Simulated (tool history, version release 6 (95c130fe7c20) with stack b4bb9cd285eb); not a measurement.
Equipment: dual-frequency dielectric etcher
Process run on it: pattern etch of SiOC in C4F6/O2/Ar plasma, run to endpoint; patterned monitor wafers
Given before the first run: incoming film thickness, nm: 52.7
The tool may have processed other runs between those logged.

run	hour	bias power (kW)	source power (kW)	endpoint time (s)
1	0	0.422	0.26	21.364
2	1.6	0.422	0.24	21.835
3	8.1	0.402	0.24	22.249
4	10.7	0.468	0.24	20.949
5	11.8	0.439	0.24	21.581
6	13.6	0.394	0.24	22.408
7	14.2	0.38	0.24	22.853
8	18.7	0.372	0.24	23.028

Predict the results of run 9:
9	27.1	0.366	0.24	?

{"run 9": {"endpoint time (s)": 22.993}}

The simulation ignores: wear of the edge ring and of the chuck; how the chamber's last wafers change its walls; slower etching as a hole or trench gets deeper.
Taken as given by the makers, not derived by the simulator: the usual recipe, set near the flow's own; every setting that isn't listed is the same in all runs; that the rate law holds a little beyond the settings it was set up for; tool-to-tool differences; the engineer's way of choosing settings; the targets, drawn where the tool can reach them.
